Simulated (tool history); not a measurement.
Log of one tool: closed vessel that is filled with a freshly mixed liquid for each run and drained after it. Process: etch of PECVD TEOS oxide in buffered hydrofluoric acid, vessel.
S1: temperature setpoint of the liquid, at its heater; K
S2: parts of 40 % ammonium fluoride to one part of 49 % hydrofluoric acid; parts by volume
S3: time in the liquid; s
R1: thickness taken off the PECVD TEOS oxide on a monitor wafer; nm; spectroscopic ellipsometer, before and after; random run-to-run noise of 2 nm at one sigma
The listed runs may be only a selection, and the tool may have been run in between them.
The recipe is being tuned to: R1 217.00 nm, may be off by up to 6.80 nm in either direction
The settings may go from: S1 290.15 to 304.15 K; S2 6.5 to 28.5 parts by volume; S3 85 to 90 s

{"run": 1, "hour": 0.0, "S1": 296.15, "S2": 17.5, "S3": 85, "R1": 175.15}
{"run": 2, "hour": 4.6, "S1": 296.65, "S2": 17.5, "S3": 85, "R1": 179.5}
{"run": 3, "hour": 5.8, "S1": 297.15, "S2": 17.5, "S3": 85, "R1": 185.42}
{"run": 4, "hour": 11.2, "S1": 297.65, "S2": 17.5, "S3": 85, "R1": 190.16}
{"run": 5, "hour": 16.8, "S1": 297.65, "S2": 17.5, "S3": 85, "R1": 189.42}
{"run": 6, "hour": 18.2, "S1": 297.65, "S2": 21.0, "S3": 85, "R1": 157.85}
{"run": 7, "hour": 19.6, "S1": 298.65, "S2": 21.0, "S3": 85, "R1": 169.93}
{"run": 8, "hour": 20.6, "S1": 299.15, "S2": 21.0, "S3": 85, "R1": 175.75}
{"run": 9, "hour": 28.7, "S1": 299.65, "S2": 21.0, "S3": 85, "R1": 177.71}

Pick the move, out of 4, that brings all results within their allowed miss; only one does.
{"run": "A", "hour": 36.8, "S1": 300.65, "S2": 19.0, "S3": 90, "R1": "?"}
{"run": "B", "hour": 36.8, "S1": 295.65, "S2": 18.0, "S3": 85, "R1": "?"}
{"run": "C", "hour": 36.8, "S1": 300.65, "S2": 20.0, "S3": 85, "R1": "?"}
{"run": "D", "hour": 36.8, "S1": 300.65, "S2": 17.5, "S3": 90, "R1": "?"}

move=A R1=220.14
move=B R1=167.10
move=C R1=197.67
move=D R1=238.70
A: in spec on every target
B: misses by more than the last run did
C: closes in on the targets versus the last run, not all within tolerance yet
D: pushes the last run's worst result past its target
Answer: A

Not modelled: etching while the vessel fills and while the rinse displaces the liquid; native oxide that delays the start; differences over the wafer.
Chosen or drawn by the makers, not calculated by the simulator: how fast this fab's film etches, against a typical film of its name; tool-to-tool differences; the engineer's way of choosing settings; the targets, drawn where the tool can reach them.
